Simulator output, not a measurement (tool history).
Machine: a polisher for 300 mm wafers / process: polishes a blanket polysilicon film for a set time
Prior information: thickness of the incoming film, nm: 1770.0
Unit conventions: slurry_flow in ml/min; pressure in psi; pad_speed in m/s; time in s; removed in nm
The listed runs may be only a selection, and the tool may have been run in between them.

run    day  slurry_flow  pressure  pad_speed  time  removed
  1  0.000          145       2.5       1.00    99   724.46
  2  0.229          140       2.2       0.96    99   618.63
  3  0.362          140       2.0       0.92    99   551.15
  4  0.579          140       2.0       1.08    99   653.67
  5  0.612          140       1.8       1.02    99   582.08
  6  0.900          140       1.2       1.02    99   436.14
  7  1.229          140       1.2       0.98    99   418.81
  8  1.583          140       1.2       0.94    99   407.58
  9  1.954          140       1.2       0.90    99   390.37
 10  2.329          140       1.2       0.88    99   375.28
 11  2.388          140       1.2       0.86    99   372.43

Run 12 comes next. What will it give?
     2.708  -- slurry nozzle cleaned
 12  2.708          140       1.2       0.84    99        ?

Run 12 yielded removed 412.63 nm.

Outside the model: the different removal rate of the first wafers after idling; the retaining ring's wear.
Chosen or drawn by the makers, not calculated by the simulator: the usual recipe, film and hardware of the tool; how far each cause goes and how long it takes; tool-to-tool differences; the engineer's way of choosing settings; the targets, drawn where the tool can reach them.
